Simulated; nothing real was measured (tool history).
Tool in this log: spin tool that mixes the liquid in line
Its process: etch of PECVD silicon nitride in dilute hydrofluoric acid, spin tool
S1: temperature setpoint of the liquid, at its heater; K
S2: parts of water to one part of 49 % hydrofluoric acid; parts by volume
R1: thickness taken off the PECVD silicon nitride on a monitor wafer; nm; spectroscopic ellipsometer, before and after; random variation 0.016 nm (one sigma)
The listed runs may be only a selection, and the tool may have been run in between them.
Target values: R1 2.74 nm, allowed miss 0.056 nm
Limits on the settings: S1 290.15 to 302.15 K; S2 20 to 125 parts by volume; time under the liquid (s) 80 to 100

run 1 hour=0 | S1=294.15 S2=70 time_under_the_liquid_(s)=100 | R1=2.0994
run 2 hour=1.9 | S1=294.15 S2=60 time_under_the_liquid_(s)=100 | R1=2.4335
run 3 hour=8.4 | S1=294.15 S2=60 time_under_the_liquid_(s)=80 | R1=1.9566
run 4 hour=14.4 | S1=294.15 S2=80 time_under_the_liquid_(s)=80 | R1=1.4604
run 5 hour=16.6 | S1=295.15 S2=80 time_under_the_liquid_(s)=80 | R1=1.5768
run 6 hour=23.6 | S1=296.15 S2=80 time_under_the_liquid_(s)=80 | R1=1.6785
run 7 hour=27.8 | S1=296.65 S2=80 time_under_the_liquid_(s)=80 | R1=1.7447
run 8 hour=29.7 | S1=297.15 S2=80 time_under_the_liquid_(s)=80 | R1=1.799
run 9 hour=37.2 | S1=297.65 S2=80 time_under_the_liquid_(s)=80 | R1=1.8715
run 10 hour=40.7 | S1=298.15 S2=80 time_under_the_liquid_(s)=80 | R1=1.9447
run 11 hour=41.5 | S1=298.65 S2=80 time_under_the_liquid_(s)=80 | R1=2.0035
run 12 hour=49.4 | S1=299.15 S2=80 time_under_the_liquid_(s)=80 | R1=2.0454
run 13 hour=56.5 | S1=302.15 S2=70 time_under_the_liquid_(s)=80 | R1=2.8551

Exactly one of the 5 candidate moves below puts every result within its allowed miss. Which one?
run A hour=63.6 | S1=299.15 S2=70 time_under_the_liquid_(s)=100 | R1=?
run B hour=63.6 | S1=298.15 S2=55 time_under_the_liquid_(s)=85 | R1=?
run C hour=63.6 | S1=301.65 S2=75 time_under_the_liquid_(s)=85 | R1=?
run D hour=63.6 | S1=300.15 S2=65 time_under_the_liquid_(s)=85 | R1=?
run E hour=63.6 | S1=302.15 S2=85 time_under_the_liquid_(s)=100 | R1=?

move=A R1=2.9532
move=B R1=2.9793
move=C R1=2.7583
move=D R1=2.8842
move=E R1=2.9575
A: misses by more than the last run did
B: misses by more than the last run did
C: meets every target
D: misses by more than the last run did
E: misses by more than the last run did
So the answer is move C, the one that meets all the targets.
